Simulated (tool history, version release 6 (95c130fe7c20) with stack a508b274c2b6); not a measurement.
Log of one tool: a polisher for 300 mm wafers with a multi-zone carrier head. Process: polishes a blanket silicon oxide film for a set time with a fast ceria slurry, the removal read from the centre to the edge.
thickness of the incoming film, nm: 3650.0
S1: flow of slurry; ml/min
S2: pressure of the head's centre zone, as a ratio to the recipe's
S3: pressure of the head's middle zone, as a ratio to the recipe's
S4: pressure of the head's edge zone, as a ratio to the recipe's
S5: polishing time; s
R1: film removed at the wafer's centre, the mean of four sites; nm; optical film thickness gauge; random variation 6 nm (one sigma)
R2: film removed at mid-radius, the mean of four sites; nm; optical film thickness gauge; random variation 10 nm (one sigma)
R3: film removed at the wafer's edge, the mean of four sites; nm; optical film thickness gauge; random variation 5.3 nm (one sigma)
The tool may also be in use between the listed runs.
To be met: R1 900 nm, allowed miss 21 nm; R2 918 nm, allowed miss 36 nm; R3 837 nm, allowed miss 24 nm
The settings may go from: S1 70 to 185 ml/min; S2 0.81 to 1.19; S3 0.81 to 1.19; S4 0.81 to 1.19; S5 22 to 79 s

Run 1, hour 0: S1 120 ml/min, S2 1, S3 1, S4 1, S5 50 s. Result: R1 1088.3 nm, R2 1128.4 nm, R3 1118.8 nm.
Run 2, hour 6.1: S1 120 ml/min, S2 1, S3 1.05, S4 1, S5 50 s. Result: R1 1083.9 nm, R2 1158.6 nm, R3 1107.4 nm.
Run 3, hour 8.3: S1 115 ml/min, S2 1.01, S3 1.04, S4 0.96, S5 48 s. Result: R1 1036.2 nm, R2 1082.7 nm, R3 1044.9 nm.
Run 4, hour 13.7: S1 140 ml/min, S2 1.01, S3 1.04, S4 0.96, S5 48 s. Result: R1 1089.3 nm, R2 1149.8 nm, R3 1077.8 nm.
Run 5, hour 15.5: S1 130 ml/min, S2 1.02, S3 1.05, S4 0.92, S5 46 s. Result: R1 1029 nm, R2 1080.1 nm, R3 1008.8 nm.
Run 6, hour 17.9: S1 130 ml/min, S2 1.05, S3 1.05, S4 0.92, S5 46 s. Result: R1 1069.2 nm, R2 1082.6 nm, R3 1006.2 nm.
At hour 26.4: slurry nozzle cleaned.
Run 7, hour 26.4: S1 120 ml/min, S2 1.05, S3 1.06, S4 0.89, S5 45 s. Result: R1 1095.1 nm, R2 1161.5 nm, R3 1009.9 nm.
Run 8, hour 31.9: S1 120 ml/min, S2 1.05, S3 1.04, S4 0.88, S5 43 s. Result: R1 1058 nm, R2 1074 nm, R3 971.93 nm.
Run 9, hour 34.9: S1 120 ml/min, S2 1.05, S3 1.05, S4 0.89, S5 41 s. Result: R1 1015.2 nm, R2 1060.2 nm, R3 932.53 nm.
Run 10, hour 38.3: S1 120 ml/min, S2 1.04, S3 1.03, S4 0.89, S5 39 s. Result: R1 949.4 nm, R2 947.48 nm, R3 879.07 nm.
Run 11, hour 42.5: S1 120 ml/min, S2 1.04, S3 1.03, S4 0.88, S5 38 s. Result: R1 919.71 nm, R2 953.84 nm, R3 854.6 nm.
Run 12, hour 51.2: S1 120 ml/min, S2 1.04, S3 1.02, S4 0.88, S5 38 s. Result: R1 940.51 nm, R2 929.69 nm, R3 857.14 nm.
Run 13, hour 59.2: S1 120 ml/min, S2 1.03, S3 1.02, S4 0.88, S5 38 s. Result: R1 923.36 nm, R2 951.04 nm, R3 850.6 nm.
Run 14, hour 61.6: S1 120 ml/min, S2 1.03, S3 1.01, S4 0.88, S5 38 s. Result: R1 929.16 nm, R2 927.6 nm, R3 864.07 nm.

Which of these 4 next moves meets every target?
Run A, hour 64: S1 110 ml/min, S2 0.95, S3 1, S4 0.88, S5 41 s. Result: R1 ?, R2 ?, R3 ?.
Run B, hour 64: S1 135 ml/min, S2 1.06, S3 1, S4 0.81, S5 37 s. Result: R1 ?, R2 ?, R3 ?.
Run C, hour 64: S1 115 ml/min, S2 1.02, S3 1.01, S4 0.84, S5 38 s. Result: R1 ?, R2 ?, R3 ?.
Run D, hour 64: S1 120 ml/min, S2 0.95, S3 0.93, S4 0.9, S5 39 s. Result: R1 ?, R2 ?, R3 ?.

move      R1      R2      R3
   A  911.81  976.34  900.33
   B  946.24  917.54  814.05
   C  907.31  920.88  827.13
   D  884.95  889.76  874.57
A: brings the result that was furthest off to its target, and leaves another outside
B: further off than the last run
C: meets every target
D: brings the result that was furthest off to its target, and leaves another outside
The right move is C.
